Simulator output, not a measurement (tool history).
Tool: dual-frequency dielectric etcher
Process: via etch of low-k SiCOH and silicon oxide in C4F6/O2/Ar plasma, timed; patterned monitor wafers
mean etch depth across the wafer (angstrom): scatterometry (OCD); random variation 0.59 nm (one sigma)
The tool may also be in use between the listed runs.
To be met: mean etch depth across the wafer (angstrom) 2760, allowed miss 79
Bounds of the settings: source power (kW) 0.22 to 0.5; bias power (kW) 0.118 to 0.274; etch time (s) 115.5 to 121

run	hour	source power (kW)	bias power (kW)	etch time (s)	mean etch depth across the wafer (angstrom)
1	0	0.36	0.196	115.5	3253.7
2	5.4	0.36	0.196	115.5	3253.3
3	6.2	0.36	0.223	115.5	3424.2
4	8.8	0.36	0.193	115.5	3223.5
5	13.3	0.34	0.188	115.5	3135
6	16.8	0.34	0.188	115.5	3128.4
7	17.8	0.32	0.184	115.5	3019.8
8	21.9	0.32	0.184	115.5	3035.9
9	24.1	0.31	0.181	115.5	2966.8
10	31.2	0.31	0.181	115.5	2961.6
11	39.2	0.3	0.179	115.5	2912.5
12	46.1	0.29	0.178	115.5	2869.7

Which of these 5 next moves meets every target?
A	53	0.27	0.171	115.5	?
B	53	0.22	0.186	115.5	?
C	53	0.24	0.168	115.5	?
D	53	0.3	0.182	119	?
E	53	0.29	0.184	117.5	?

move	mean etch depth across the wafer (angstrom)
A	2739.4
B	2614.5
C	2592.8
D	3022.2
E	2957.4
A: meets every target
B: takes the result that was furthest off past its target
C: takes the result that was furthest off past its target
D: further off than the last run
E: further off than the last run
The right move is A.
